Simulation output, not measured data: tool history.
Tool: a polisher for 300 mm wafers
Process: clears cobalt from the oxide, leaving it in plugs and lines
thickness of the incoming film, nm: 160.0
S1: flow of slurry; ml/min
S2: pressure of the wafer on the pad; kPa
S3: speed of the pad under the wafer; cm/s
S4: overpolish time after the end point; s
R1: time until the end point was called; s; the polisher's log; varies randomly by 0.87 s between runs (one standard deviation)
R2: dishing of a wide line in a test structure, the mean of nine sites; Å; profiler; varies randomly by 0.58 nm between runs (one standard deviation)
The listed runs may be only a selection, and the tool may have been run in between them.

run,hour,S1,S2,S3,S4,R1,R2
1,0.0,260,11.0,96,27,36.423,400.66
2,8.1,260,10.3,96,24,38.434,399.57
3,11.7,255,10.3,90,21,40.513,371.25
4,20.7,255,9.7,88,19,44.369,346.56
5,29.3,255,9.7,88,25,44.996,368.83
6,31.8,255,9.7,104,25,38.284,392.77
7,40.4,255,9.0,104,23,41.749,369.92
8,46.3,255,6.2,104,14,54.814,266.31
9,53.7,255,6.2,104,16,54.231,274.73
10,55.0,255,6.2,104,29,53.522,356.60
# hour 58.2: slurry nozzle cleaned
11,58.2,255,6.2,104,28,53.947,361.57

Estimate the outcome of run 12 from the log above:
12,66.3,255,6.2,104,27,?,?

Run 12 came out at R1 54.700 s, R2 370.49 Å.
